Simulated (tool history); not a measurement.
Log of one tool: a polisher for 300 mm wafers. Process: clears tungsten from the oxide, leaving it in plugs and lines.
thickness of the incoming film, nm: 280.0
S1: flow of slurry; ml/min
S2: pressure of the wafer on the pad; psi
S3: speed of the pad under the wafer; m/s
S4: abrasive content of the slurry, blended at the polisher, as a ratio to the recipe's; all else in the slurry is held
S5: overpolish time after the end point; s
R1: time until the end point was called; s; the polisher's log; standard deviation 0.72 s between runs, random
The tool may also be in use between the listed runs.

run	hour	S1	S2	S3	S4	S5	R1
1	0.0	295	2.8	1.30	1.00	3	68.312
2	1.0	295	2.8	1.30	1.15	3	65.403
3	9.4	295	2.3	1.30	1.15	3	78.134
4	10.1	250	2.3	1.30	1.15	3	79.699
5	16.3	250	2.9	1.30	1.15	3	64.872
6	21.2	250	2.9	1.30	0.95	3	68.077
7	22.2	250	3.2	1.32	0.95	3	60.133
8	23.6	250	3.4	1.32	0.95	3	55.463

Forecast run 9:
9	31.0	250	3.5	1.32	0.95	3	?

R1: 54.312 s

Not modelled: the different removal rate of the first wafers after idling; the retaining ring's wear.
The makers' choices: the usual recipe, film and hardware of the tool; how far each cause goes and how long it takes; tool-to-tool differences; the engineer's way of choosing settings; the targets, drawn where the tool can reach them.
